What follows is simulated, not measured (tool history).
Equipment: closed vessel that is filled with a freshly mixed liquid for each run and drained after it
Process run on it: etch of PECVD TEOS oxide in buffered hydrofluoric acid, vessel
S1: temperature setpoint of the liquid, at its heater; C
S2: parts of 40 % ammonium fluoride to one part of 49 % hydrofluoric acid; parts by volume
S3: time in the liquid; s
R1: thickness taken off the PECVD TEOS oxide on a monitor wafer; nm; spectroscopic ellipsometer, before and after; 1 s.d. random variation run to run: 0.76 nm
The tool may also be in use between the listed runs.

run	day	S1	S2	S3	R1
1	0	20	19.5	90	139.2
2	0.133	20	17.5	90	153.45
3	0.258	20	17.5	100	174.95
4	0.55	22.5	17.5	100	199.13
5	0.642	21.5	19	100	172.89
6	0.688	24.5	19	100	204.91
7	0.738	20.5	25	100	134.63

Predict the results of run 8:
8	1.004	20	25.5	100	?

R1: 127.86 nm

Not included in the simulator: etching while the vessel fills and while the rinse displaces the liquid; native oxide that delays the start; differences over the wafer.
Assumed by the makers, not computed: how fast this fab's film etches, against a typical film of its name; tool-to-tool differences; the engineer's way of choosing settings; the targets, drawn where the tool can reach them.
